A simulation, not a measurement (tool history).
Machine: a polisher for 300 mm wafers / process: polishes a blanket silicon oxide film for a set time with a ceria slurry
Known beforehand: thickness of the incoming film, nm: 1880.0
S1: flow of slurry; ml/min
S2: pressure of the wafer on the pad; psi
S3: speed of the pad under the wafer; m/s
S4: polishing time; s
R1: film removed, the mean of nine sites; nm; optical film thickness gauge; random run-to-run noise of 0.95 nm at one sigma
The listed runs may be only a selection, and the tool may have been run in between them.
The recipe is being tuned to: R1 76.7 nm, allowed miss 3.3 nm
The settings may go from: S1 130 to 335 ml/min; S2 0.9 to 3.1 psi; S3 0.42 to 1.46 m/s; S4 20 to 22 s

run    day   S1   S2    S3  S4      R1
  1      0  215    2  0.94  22  57.422
  2  0.204  215    2  0.94  22  58.008
  3  0.392  215  2.3  0.94  22  67.604
  4  0.454  215  2.3  0.94  20  59.721
  5  0.808  215  2.5  0.94  20  64.885
  6  0.892  215  2.6  0.94  20  67.869
  7    1.1  215  2.6  0.94  20    67.5
  8   1.45  215  2.7  0.94  20  70.074
  9  1.708  215  2.8  0.94  20  72.327

Which one of the following 5 next-run settings gets every result inside its allowed miss? There is exactly one.
  A  1.967  220  2.4  0.88  22   ?
  B  1.967  220  2.7  0.98  21   ?
  C  1.967  215  2.9  0.84  20   ?
  D  1.967  195    3   0.8  20   ?
  E  1.967  220  2.6   0.9  21   ?

move      R1
   A  65.002
   B  77.265
   C  67.779
   D  66.022
   E  68.564
A: its largest miss is bigger than the last run's
B: hits every target within its allowed miss
C: its largest miss is bigger than the last run's
D: its largest miss is bigger than the last run's
E: its largest miss is bigger than the last run's
B is the move that brings every result within its allowed miss.

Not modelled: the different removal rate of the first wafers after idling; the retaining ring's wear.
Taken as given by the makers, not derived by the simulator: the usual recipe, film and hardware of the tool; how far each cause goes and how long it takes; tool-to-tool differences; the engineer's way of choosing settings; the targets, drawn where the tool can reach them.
